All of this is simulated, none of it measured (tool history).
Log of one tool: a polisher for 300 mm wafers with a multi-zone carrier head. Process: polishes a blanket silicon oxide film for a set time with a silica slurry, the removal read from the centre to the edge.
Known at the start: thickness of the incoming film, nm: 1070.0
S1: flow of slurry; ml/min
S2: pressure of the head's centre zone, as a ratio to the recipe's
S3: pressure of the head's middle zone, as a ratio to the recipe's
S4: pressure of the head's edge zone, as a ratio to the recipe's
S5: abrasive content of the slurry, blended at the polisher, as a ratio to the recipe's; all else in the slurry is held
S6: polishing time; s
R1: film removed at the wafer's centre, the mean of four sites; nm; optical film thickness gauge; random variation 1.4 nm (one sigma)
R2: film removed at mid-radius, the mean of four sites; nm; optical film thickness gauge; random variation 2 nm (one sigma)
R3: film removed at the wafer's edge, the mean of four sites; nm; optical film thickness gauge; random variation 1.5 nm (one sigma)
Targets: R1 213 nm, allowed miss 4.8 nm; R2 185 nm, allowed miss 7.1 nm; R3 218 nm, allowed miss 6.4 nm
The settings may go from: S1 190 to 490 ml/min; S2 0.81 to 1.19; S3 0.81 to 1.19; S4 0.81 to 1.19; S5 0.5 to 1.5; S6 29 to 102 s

run,hour,S1,S2,S3,S4,S5,S6,R1,R2,R3
1,0,315,1,1,1,1,65,272.13,270.83,269.98
2,7.9,375,1,1,1,1,65,277.95,274.41,275.88
3,12.9,375,0.99,0.95,0.99,0.85,65,241.45,238.63,243.28
4,18.1,375,0.99,0.95,0.99,1,65,271.87,262.93,272.31
5,22.6,370,1,0.91,1.01,0.9,64,253.04,230.76,253.63
6,23.2,355,0.99,0.88,1,0.85,64,239.23,219.85,243.46
7,25.8,355,0.99,0.86,1,0.8,64,229.74,205.64,232.54
8,26.5,340,0.99,0.85,1,0.8,64,227.58,197.94,231.47
9,34.5,250,0.96,0.84,0.93,0.8,64,213.91,191.21,219.1

Which of these 4 next moves meets every target?
A,42.5,225,1.03,0.87,1.09,0.8,61,?,?,?
B,42.5,270,0.92,0.86,0.88,0.85,63,?,?,?
C,42.5,250,0.98,0.87,0.97,0.8,65,?,?,?
D,42.5,245,0.95,0.88,0.83,0.8,67,?,?,?

move,R1,R2,R3
A,212.33,187.25,215.29
B,210.05,205.25,220.39
C,218.46,202.32,222.6
D,217.65,210.06,217.97
A: meets every target
B: further off than the last run
C: further off than the last run
D: further off than the last run
Answer: A
